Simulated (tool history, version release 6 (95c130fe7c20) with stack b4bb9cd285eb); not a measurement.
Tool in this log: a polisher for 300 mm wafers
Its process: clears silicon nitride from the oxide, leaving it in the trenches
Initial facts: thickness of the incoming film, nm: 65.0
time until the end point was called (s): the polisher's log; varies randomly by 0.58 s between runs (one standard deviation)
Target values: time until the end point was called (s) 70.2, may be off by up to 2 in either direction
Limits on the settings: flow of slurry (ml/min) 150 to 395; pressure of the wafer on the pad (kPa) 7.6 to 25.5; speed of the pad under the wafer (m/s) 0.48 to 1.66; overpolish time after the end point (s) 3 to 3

run  hour  flow of slurry (ml/min)  pressure of the wafer on the pad (kPa)  speed of the pad under the wafer (m/s)  overpolish time after the end point (s)  time until the end point was called (s)
  1     0                      250                                    16.5                                    1.06                                        3                                   97.211
  2   6.4                      255                                    17.2                                    1.06                                        3                                    93.09
  3  13.7                      255                                    13.8                                    1.06                                        3                                   112.27
  4  19.7                      200                                    13.8                                    1.06                                        3                                   116.77
  5  27.7                      250                                    13.8                                    1.06                                        3                                   113.87
  6  32.9                      255                                    15.2                                    1.06                                        3                                   103.36
  7  33.6                      270                                    16.5                                    1.06                                        3                                   95.617
  8  41.4                      270                                    16.5                                    1.06                                        3                                   97.067
  9  49.4                      285                                    20.7                                    1.08                                        3                                   77.189
 10  52.5                      285                                    21.4                                    1.08                                        3                                    75.75
 11  53.9                      290                                    22.1                                    1.08                                        3                                   72.943

4 candidate next runs follow, results not yet known. Just one meets every target within its allowed miss. Identify it.
  A  55.3                      375                                    19.3                                    1.16                                        3                                        ?
  B  55.3                      160                                      20                                    1.24                                        3                                        ?
  C  55.3                      280                                    18.6                                    1.26                                        3                                        ?
  D  55.3                      285                                    21.4                                    1.16                                        3                                        ?

move  time until the end point was called (s)
   A                                   75.241
   B                                   75.676
   C                                   73.659
   D                                   70.323
A: the biggest miss grows against the last run
B: the biggest miss grows against the last run
C: the biggest miss grows against the last run
D: each result inside its tolerance
Go with D: it meets all targets.

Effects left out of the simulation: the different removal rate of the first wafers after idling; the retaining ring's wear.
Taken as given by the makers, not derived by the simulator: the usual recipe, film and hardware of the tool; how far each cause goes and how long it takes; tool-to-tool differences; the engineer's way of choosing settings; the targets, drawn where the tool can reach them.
